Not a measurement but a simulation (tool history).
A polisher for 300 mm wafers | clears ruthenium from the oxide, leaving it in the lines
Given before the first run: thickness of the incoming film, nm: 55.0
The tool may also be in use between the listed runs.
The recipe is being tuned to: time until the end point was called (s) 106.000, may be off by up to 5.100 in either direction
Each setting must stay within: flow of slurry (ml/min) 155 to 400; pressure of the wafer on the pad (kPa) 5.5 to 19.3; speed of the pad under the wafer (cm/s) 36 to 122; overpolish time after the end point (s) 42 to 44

run,day,flow of slurry (ml/min),pressure of the wafer on the pad (kPa),speed of the pad under the wafer (cm/s),overpolish time after the end point (s),time until the end point was called (s)
1,0.000,255,12.4,78,42,68.048
2,0.212,255,11.7,78,42,71.413
3,0.262,255,11.7,66,42,85.249
4,0.312,255,11.7,66,42,83.049
5,0.633,255,11.0,66,42,89.761
6,0.796,255,13.1,66,42,76.806
7,1.008,255,13.1,66,42,75.409
8,1.371,255,12.4,66,42,80.062
9,1.592,255,11.7,66,42,84.166
10,1.625,255,8.3,64,42,116.980

Exercise: of the 5 proposed moves below, exactly one satisfies all targets within the stated allowed misses. Which move is it?
A,1.658,260,7.6,66,44,?
B,1.658,300,8.3,60,42,?
C,1.658,265,9.7,52,42,?
D,1.658,235,7.6,60,44,?
E,1.658,270,9.7,62,44,?

move,time until the end point was called (s)
A,125.590
B,126.280
C,128.950
D,139.340
E,108.710
A: misses by more than the last run did
B: misses by more than the last run did
C: misses by more than the last run did
D: misses by more than the last run did
E: each result inside its tolerance
So the answer is move E, the one that meets all the targets.
